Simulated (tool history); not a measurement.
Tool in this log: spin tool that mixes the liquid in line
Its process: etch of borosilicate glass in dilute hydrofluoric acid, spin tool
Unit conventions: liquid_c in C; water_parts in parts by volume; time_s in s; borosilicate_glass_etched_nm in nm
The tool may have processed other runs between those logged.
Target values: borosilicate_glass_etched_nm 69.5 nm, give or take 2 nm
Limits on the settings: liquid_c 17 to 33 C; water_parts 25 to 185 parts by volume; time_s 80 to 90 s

run,day,liquid_c,water_parts,time_s,borosilicate_glass_etched_nm
1,0,25,105,80,22.547
2,0.242,25,90,80,27.148
3,0.596,25,100,80,24.059
4,0.775,25,85,80,28.945
5,1.038,27.5,70,80,39.53
6,1.167,29.5,60,80,50.624
7,1.308,30.5,55,80,58.509
8,1.354,31.5,55,80,59.998
9,1.554,33,45,80,79.434
10,1.912,32.5,45,80,77.343
11,2.054,32.5,45,80,77.712
12,2.358,32,45,80,75.691
13,2.588,31.5,45,80,75.682
14,2.738,31,45,80,72.884
15,3.012,30.5,45,80,72.155

Which one of the following 4 next-run settings gets every result inside its allowed miss? There is exactly one.
A,3.288,31,45,80,?
B,3.288,32.5,50,80,?
C,3.288,29.5,45,90,?
D,3.288,33,50,85,?

move,borosilicate_glass_etched_nm
A,72.08
B,68.207
C,76.442
D,73.874
A: as far off as the last run
B: every result lands within tolerance
C: moves away from the targets compared with the last run
D: moves away from the targets compared with the last run
The move that meets every target is B.

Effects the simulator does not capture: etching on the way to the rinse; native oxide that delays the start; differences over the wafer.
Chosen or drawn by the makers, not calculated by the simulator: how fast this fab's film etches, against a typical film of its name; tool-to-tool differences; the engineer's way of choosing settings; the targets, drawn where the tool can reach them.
